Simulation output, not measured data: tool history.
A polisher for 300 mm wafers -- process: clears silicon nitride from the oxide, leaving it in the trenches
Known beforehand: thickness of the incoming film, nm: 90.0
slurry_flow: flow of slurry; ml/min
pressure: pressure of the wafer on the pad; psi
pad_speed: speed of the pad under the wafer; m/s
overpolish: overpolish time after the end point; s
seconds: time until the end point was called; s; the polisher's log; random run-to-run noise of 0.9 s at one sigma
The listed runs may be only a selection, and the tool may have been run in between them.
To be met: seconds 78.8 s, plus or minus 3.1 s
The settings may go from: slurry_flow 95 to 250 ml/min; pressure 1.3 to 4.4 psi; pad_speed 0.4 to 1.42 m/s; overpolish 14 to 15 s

run 1 day=0 | slurry_flow=160 pressure=2.8 pad_speed=0.9 overpolish=14 | seconds=112.76
run 2 day=0.162 | slurry_flow=160 pressure=2.8 pad_speed=0.68 overpolish=14 | seconds=147.35
run 3 day=0.538 | slurry_flow=160 pressure=2.8 pad_speed=0.9 overpolish=14 | seconds=113.35
run 4 day=0.825 | slurry_flow=160 pressure=2.8 pad_speed=0.8 overpolish=14 | seconds=125.83
run 5 day=1.112 | slurry_flow=160 pressure=2.8 pad_speed=0.8 overpolish=15 | seconds=125.88
run 6 day=1.296 | slurry_flow=160 pressure=3 pad_speed=0.8 overpolish=15 | seconds=116.56
run 7 day=1.521 | slurry_flow=160 pressure=3.2 pad_speed=0.8 overpolish=15 | seconds=108.59
run 8 day=1.875 | slurry_flow=160 pressure=3.3 pad_speed=0.8 overpolish=15 | seconds=106.65
run 9 day=2.192 | slurry_flow=160 pressure=3.5 pad_speed=0.8 overpolish=15 | seconds=102.86

5 candidate next runs follow, results not yet known. Just one meets every target within its allowed miss. Identify it.
run A day=2.508 | slurry_flow=160 pressure=3.3 pad_speed=0.78 overpolish=15 | seconds=?
run B day=2.508 | slurry_flow=205 pressure=4 pad_speed=0.92 overpolish=15 | seconds=?
run C day=2.508 | slurry_flow=150 pressure=4.1 pad_speed=0.98 overpolish=15 | seconds=?
run D day=2.508 | slurry_flow=160 pressure=4.1 pad_speed=1.02 overpolish=15 | seconds=?
run E day=2.508 | slurry_flow=180 pressure=3.8 pad_speed=0.92 overpolish=15 | seconds=?

move=A seconds=107.72
move=B seconds=72.742
move=C seconds=71.752
move=D seconds=67.874
move=E seconds=78.367
A: the biggest miss grows against the last run
B: moves the result that the last run missed by most past its target, out the other side
C: moves the result that the last run missed by most past its target, out the other side
D: moves the result that the last run missed by most past its target, out the other side
E: hits every target within its allowed miss
Move E is the one to make.
